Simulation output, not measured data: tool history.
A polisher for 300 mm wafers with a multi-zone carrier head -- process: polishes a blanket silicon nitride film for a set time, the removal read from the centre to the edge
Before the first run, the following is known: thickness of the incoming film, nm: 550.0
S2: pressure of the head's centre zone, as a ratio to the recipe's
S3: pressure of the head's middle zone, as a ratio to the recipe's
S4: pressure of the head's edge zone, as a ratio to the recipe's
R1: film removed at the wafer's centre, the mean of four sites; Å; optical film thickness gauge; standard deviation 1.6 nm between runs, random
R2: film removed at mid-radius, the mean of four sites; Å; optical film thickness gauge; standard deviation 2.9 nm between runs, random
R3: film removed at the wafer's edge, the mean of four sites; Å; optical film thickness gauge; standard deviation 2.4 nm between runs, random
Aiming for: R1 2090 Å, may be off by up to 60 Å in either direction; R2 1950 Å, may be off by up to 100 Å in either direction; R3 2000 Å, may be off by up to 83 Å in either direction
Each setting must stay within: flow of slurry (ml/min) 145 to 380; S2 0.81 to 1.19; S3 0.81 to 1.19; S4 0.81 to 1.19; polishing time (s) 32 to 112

{"run": 1, "day": 0.0, "flow of slurry (ml/min)": 245, "S2": 1, "S3": 1, "S4": 1, "polishing time (s)": 72, "R1": 1694.8, "R2": 1726.5, "R3": 1723}
{"run": 2, "day": 0.371, "flow of slurry (ml/min)": 245, "S2": 1, "S3": 1, "S4": 1, "polishing time (s)": 62, "R1": 1440.3, "R2": 1469.1, "R3": 1459.3}
{"run": 3, "day": 0.729, "flow of slurry (ml/min)": 245, "S2": 1.07, "S3": 1, "S4": 1, "polishing time (s)": 62, "R1": 1576.4, "R2": 1507, "R3": 1487.4}
{"run": 4, "day": 0.842, "flow of slurry (ml/min)": 250, "S2": 1.09, "S3": 1.01, "S4": 1.05, "polishing time (s)": 66, "R1": 1707.7, "R2": 1625.7, "R3": 1617.9}
{"run": 5, "day": 1.1, "flow of slurry (ml/min)": 250, "S2": 1.09, "S3": 0.95, "S4": 1.05, "polishing time (s)": 66, "R1": 1693, "R2": 1556.2, "R3": 1590.9}
{"run": 6, "day": 1.383, "flow of slurry (ml/min)": 250, "S2": 1.1, "S3": 0.97, "S4": 1.09, "polishing time (s)": 69, "R1": 1773.4, "R2": 1633.9, "R3": 1704.5}
{"run": 7, "day": 1.592, "flow of slurry (ml/min)": 255, "S2": 1.12, "S3": 1, "S4": 1.11, "polishing time (s)": 71, "R1": 1894, "R2": 1772.5, "R3": 1782.9}
{"run": 8, "day": 1.954, "flow of slurry (ml/min)": 260, "S2": 1.13, "S3": 1, "S4": 1.13, "polishing time (s)": 73, "R1": 1962.7, "R2": 1790.7, "R3": 1779.3}
{"run": 9, "day": 2.312, "flow of slurry (ml/min)": 245, "S2": 1.12, "S3": 1, "S4": 1.13, "polishing time (s)": 76, "R1": 1994.5, "R2": 1831.4, "R3": 1873.5}

Next run, 5 choices. One meets every target within its allowed miss, the rest don't. Which?
{"run": "A", "day": 2.671, "flow of slurry (ml/min)": 380, "S2": 1.19, "S3": 1.19, "S4": 0.94, "polishing time (s)": 69, "R1": "?", "R2": "?", "R3": "?"}
{"run": "B", "day": 2.671, "flow of slurry (ml/min)": 185, "S2": 1.16, "S3": 0.98, "S4": 1.12, "polishing time (s)": 73, "R1": "?", "R2": "?", "R3": "?"}
{"run": "C", "day": 2.671, "flow of slurry (ml/min)": 280, "S2": 1.09, "S3": 1, "S4": 1.1, "polishing time (s)": 80, "R1": "?", "R2": "?", "R3": "?"}
{"run": "D", "day": 2.671, "flow of slurry (ml/min)": 205, "S2": 1.11, "S3": 0.92, "S4": 1.15, "polishing time (s)": 79, "R1": "?", "R2": "?", "R3": "?"}
{"run": "E", "day": 2.671, "flow of slurry (ml/min)": 375, "S2": 1.12, "S3": 1.02, "S4": 1.14, "polishing time (s)": 68, "R1": "?", "R2": "?", "R3": "?"}

move=A R1=2034.9 R2=2029.1 R3=1676.2
move=B R1=1899.4 R2=1665.3 R3=1779.6
move=C R1=2089.4 R2=1970.6 R3=2023.5
move=D R1=2004.6 R2=1740 R3=1973.6
move=E R1=1882.2 R2=1750.7 R3=1781.8
A: the furthest-off result lands on target, but another misses its tolerance
B: misses by more than the last run did
C: every result lands within tolerance
D: misses by more than the last run did
E: misses by more than the last run did
C meets every target.

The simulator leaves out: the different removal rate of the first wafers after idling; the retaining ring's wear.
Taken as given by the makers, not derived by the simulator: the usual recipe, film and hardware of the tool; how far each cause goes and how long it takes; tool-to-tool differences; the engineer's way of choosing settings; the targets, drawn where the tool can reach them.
